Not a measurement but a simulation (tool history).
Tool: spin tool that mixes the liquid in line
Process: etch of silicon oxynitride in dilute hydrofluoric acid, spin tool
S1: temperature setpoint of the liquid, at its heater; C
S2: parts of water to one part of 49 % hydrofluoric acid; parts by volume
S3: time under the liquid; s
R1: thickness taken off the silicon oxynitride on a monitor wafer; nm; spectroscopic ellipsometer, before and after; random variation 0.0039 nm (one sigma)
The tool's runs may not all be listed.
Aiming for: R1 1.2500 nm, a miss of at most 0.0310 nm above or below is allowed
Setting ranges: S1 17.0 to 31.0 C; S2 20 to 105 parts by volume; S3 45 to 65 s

| run | hour | S1 | S2 | S3 | R1 |
|---|---|---|---|---|---|
| 1 | 0.0 | 23.0 | 55 | 65 | 2.3042 |
| 2 | 6.7 | 25.0 | 55 | 65 | 2.5345 |
| 3 | 8.4 | 23.5 | 60 | 65 | 2.1570 |
| 4 | 15.1 | 23.5 | 40 | 65 | 3.2794 |
| 5 | 17.9 | 23.5 | 40 | 65 | 3.3032 |
| 6 | 24.4 | 23.5 | 40 | 65 | 3.2869 |
| 7 | 31.4 | 23.5 | 40 | 65 | 3.2787 |
|  | 32.2 | hydrofluoric acid flow meter replaced |
| 8 | 32.2 | 22.0 | 45 | 65 | 2.5124 |
| 9 | 35.2 | 21.0 | 45 | 65 | 2.4009 |
| 10 | 43.1 | 20.0 | 50 | 65 | 2.0422 |
| 11 | 47.1 | 19.5 | 55 | 65 | 1.8218 |

Exercise: of the 5 proposed moves below, exactly one satisfies all targets within the stated allowed misses. Which move is it?
| A | 51.1 | 19.5 | 35 | 65 | ? |
| B | 51.1 | 20.0 | 75 | 65 | ? |
| C | 51.1 | 21.0 | 45 | 65 | ? |
| D | 51.1 | 23.0 | 85 | 60 | ? |
| E | 51.1 | 19.0 | 50 | 50 | ? |

| move | R1 |
|---|---|
| A | 2.8980 |
| B | 1.3494 |
| C | 2.4160 |
| D | 1.2627 |
| E | 1.5071 |
A: moves away from the targets compared with the last run
B: nearer than the last run, and not there yet
C: moves away from the targets compared with the last run
D: meets every target
E: nearer than the last run, and not there yet
Move D is the one to make.
